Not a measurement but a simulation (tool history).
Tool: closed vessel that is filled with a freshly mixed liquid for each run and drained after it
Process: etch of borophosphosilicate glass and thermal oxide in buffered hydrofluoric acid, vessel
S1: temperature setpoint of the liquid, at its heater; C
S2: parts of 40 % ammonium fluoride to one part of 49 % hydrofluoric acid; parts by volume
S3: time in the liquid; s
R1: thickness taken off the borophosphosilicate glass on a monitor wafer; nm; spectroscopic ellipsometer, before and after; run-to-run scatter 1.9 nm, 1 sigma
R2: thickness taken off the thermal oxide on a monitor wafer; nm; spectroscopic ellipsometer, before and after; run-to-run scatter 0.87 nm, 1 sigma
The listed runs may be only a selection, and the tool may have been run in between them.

run	hour	S1	S2	S3	R1	R2
1	0	21	11	60	114.63	56.114
2	1.8	22.5	10	60	137.53	66.712
3	4.1	22.5	10	80	182.55	90.445
4	9.3	20	10	80	160.63	77.918
5	13.4	21.5	10	80	173.48	85.133
6	15.1	23	10	80	185.64	91.987
7	20	24	10	80	199.64	98.362
8	24	24.5	10	80	201.29	99.158

Run 9, settings as shown, results not yet in. Your forecast:
9	29.9	25	10	80	?	?

{"run 9": {"R1": 211.56, "R2": 102.2}}
